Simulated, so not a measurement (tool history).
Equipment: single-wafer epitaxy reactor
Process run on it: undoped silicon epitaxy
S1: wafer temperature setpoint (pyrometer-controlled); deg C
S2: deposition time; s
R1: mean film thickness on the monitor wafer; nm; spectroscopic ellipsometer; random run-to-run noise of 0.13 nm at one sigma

{"run": 1, "hour": 0.0, "S1": 635, "S2": 175, "R1": 24.615}
{"run": 2, "hour": 7.7, "S1": 627, "S2": 175, "R1": 20.012}
{"run": 3, "hour": 9.8, "S1": 620, "S2": 175, "R1": 16.567}
{"run": 4, "hour": 18.2, "S1": 611, "S2": 175, "R1": 13.105}
{"run": 5, "hour": 20.4, "S1": 611, "S2": 191, "R1": 14.271}
{"run": 6, "hour": 23.9, "S1": 611, "S2": 206, "R1": 15.424}
{"hour": 32.6, "done": "pyrometer calibrated"}
{"run": 7, "hour": 32.6, "S1": 623, "S2": 207, "R1": 18.624}

What will run 8 give?
{"run": 8, "hour": 36.6, "S1": 627, "S2": 208, "R1": "?"}

For run 8 the tool returned R1 20.863 nm.
